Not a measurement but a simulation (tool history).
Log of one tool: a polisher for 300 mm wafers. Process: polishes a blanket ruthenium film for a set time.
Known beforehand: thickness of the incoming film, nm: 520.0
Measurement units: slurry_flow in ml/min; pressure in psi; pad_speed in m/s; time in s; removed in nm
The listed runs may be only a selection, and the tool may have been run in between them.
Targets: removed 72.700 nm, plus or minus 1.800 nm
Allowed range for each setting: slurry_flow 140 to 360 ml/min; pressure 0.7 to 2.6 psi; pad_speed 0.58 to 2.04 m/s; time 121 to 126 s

run,hour,slurry_flow,pressure,pad_speed,time,removed
1,0.0,230,1.6,1.30,121,114.050
2,1.0,225,1.5,1.30,121,105.270
3,7.2,225,1.5,1.30,121,106.810
4,13.0,205,1.5,1.30,121,105.980
5,22.0,205,1.4,1.30,121,99.489
6,23.2,205,1.6,1.30,121,111.810
7,24.5,200,1.5,1.30,121,105.030
8,27.4,200,1.4,1.30,121,98.968
9,31.9,200,1.3,1.30,121,92.903
10,37.8,200,1.2,1.30,121,85.836
11,40.9,200,1.1,1.30,121,77.855
12,49.3,185,1.0,1.30,121,71.234
# hour 52.2: worn pad replaced by a new one
13,52.2,190,1.0,1.30,121,77.534
14,54.7,185,0.9,1.30,121,70.166
15,58.8,190,0.9,1.30,121,69.821
16,62.5,195,0.9,1.30,121,70.384

Consider the 4 candidate settings below. Which is the only one whose results all fall within their allowed miss of target?
A,66.2,175,0.8,1.40,126,?
B,66.2,210,1.0,1.20,122,?
C,66.2,145,1.1,1.08,121,?
D,66.2,175,1.1,1.02,121,?

move,removed
A,68.706
B,72.820
C,69.026
D,67.058
A: lands further from the targets than the last run did
B: hits every target within its allowed miss
C: lands further from the targets than the last run did
D: lands further from the targets than the last run did
So the answer is move B, the one that meets all the targets.
